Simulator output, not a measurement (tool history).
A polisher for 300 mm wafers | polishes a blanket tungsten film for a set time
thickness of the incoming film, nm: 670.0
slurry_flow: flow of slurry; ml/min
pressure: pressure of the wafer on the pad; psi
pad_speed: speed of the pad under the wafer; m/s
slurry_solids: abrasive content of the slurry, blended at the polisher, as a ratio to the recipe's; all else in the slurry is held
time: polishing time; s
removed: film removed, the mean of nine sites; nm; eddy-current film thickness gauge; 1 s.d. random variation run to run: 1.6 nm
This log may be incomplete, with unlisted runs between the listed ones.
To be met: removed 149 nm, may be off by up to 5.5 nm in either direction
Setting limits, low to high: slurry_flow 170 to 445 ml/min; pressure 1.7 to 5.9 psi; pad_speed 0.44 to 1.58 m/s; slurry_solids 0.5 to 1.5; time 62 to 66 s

run    day  slurry_flow  pressure  pad_speed  slurry_solids  time  removed
  1      0          285       3.8          1              1    62   271.92
  2  0.354          330       3.8          1              1    62      273
  3  0.638          330       3.5       0.98              1    62    256.3
  4  0.796          285       3.5       0.98              1    62   251.91
  5  0.983          285       3.5       0.98            0.9    62   247.21
  6  1.217          285       3.5       1.16            0.9    62   290.59
  7  1.354          285       3.2       1.12            0.9    62   256.99
  8  1.667          285         3        1.1            0.9    62   248.43
  9  1.912          285       2.8       1.06            0.9    62    227.4
 10  2.179          285       2.6       1.02            0.9    62   208.05
 11  2.254          280       1.7        0.9            0.9    62   141.53

Which one of the following 5 next-run settings gets every result inside its allowed miss? There is exactly one.
  A  2.329          305       1.7       0.76           1.15    62        ?
  B  2.329          255       1.7       0.84           0.85    65        ?
  C  2.329          290       2.3        0.7            0.7    66        ?
  D  2.329          280       1.9       0.98           0.85    62        ?
  E  2.329          305       1.7       0.96           0.85    62        ?

move  removed
   A   131.56
   B   135.08
   C   130.69
   D   161.05
   E   150.03
A: misses by more than the last run did
B: misses by more than the last run did
C: misses by more than the last run did
D: the result that was furthest off in the last run now lies on the other side of its target
E: hits every target within its allowed miss
The right move is E.
